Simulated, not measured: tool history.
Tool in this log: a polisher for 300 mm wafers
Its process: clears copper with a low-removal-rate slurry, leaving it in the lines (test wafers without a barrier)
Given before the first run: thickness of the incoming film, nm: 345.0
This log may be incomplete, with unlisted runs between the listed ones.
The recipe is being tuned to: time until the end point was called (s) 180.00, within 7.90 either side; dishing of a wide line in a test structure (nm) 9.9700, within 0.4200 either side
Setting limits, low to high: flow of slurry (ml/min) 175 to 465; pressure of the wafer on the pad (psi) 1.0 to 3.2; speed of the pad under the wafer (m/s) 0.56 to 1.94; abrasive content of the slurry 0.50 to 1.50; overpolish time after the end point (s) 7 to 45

run	hour	flow of slurry (ml/min)	pressure of the wafer on the pad (psi)	speed of the pad under the wafer (m/s)	abrasive content of the slurry	overpolish time after the end point (s)	time until the end point was called (s)	dishing of a wide line in a test structure (nm)
1	0.0	295	2.1	1.24	1.00	23	143.64	36.4470
2	4.4	295	2.1	1.24	1.00	16	144.07	26.7370
3	8.8	295	2.1	1.24	1.00	24	142.93	37.6610
4	14.6	295	2.1	0.96	1.00	24	184.16	31.3890
5	21.6	295	2.1	1.14	1.00	24	158.20	34.9380
6	26.4	295	2.1	1.14	1.00	15	153.06	23.5850
7	27.5	295	1.8	1.20	1.00	13	171.90	18.6350
8	28.3	290	1.6	1.32	0.95	11	178.68	15.1610
9	37.4	210	1.2	1.68	0.70	7	205.70	8.9677

Exercise: of the 4 proposed moves below, exactly one satisfies all targets within the stated allowed misses. Which move is it?
A	46.5	175	1.7	1.64	0.60	7	?	?
B	46.5	190	1.3	1.74	0.85	7	?	?
C	46.5	265	1.6	1.64	0.60	7	?	?
D	46.5	305	1.2	1.40	0.50	7	?	?

move	time until the end point was called (s)	dishing of a wide line in a test structure (nm)
A	154.49	11.0260
B	174.11	9.7837
C	154.08	11.0400
D	240.77	7.1622
A: takes the result that was furthest off past its target
B: meets every target
C: takes the result that was furthest off past its target
D: lands further from the targets than the last run did
Answer: B
